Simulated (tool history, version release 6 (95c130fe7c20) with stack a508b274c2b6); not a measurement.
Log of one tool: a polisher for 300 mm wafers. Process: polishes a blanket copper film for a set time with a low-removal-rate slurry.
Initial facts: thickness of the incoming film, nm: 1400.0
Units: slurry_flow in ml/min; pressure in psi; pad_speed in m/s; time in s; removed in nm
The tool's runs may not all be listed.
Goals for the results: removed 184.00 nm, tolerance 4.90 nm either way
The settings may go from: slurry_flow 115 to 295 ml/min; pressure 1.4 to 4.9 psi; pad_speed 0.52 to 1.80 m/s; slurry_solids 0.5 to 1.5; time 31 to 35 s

| run | day | slurry_flow | pressure | pad_speed | slurry_solids | time | removed |
|---|---|---|---|---|---|---|---|
| 1 | 0.000 | 190 | 3.1 | 1.16 | 1.0 | 35 | 121.31 |
| 2 | 0.067 | 195 | 3.4 | 1.16 | 1.0 | 35 | 133.00 |
| 3 | 0.342 | 195 | 3.4 | 1.16 | 1.0 | 31 | 119.07 |
| 4 | 0.600 | 195 | 3.4 | 1.38 | 1.0 | 31 | 130.88 |
| 5 | 0.754 | 195 | 3.7 | 1.38 | 1.0 | 31 | 141.19 |
| 6 | 0.962 | 195 | 3.1 | 1.38 | 1.0 | 31 | 120.23 |
| 7 | 1.238 | 195 | 3.5 | 1.38 | 1.0 | 31 | 135.01 |
| 8 | 1.475 | 225 | 4.4 | 1.40 | 1.0 | 31 | 169.31 |

Which single option among these 4 for the next run brings every result within its allowed miss of target? Just one does.
| A | 1.712 | 170 | 4.7 | 1.26 | 1.1 | 32 | ? |
| B | 1.712 | 205 | 4.4 | 1.28 | 1.2 | 35 | ? |
| C | 1.712 | 245 | 3.9 | 1.42 | 0.9 | 33 | ? |
| D | 1.712 | 235 | 4.2 | 1.34 | 1.0 | 32 | ? |

| move | removed |
|---|---|
| A | 167.45 |
| B | 182.50 |
| C | 160.19 |
| D | 162.07 |
A: moves away from the targets compared with the last run
B: in spec on every target
C: moves away from the targets compared with the last run
D: moves away from the targets compared with the last run
B meets every target.
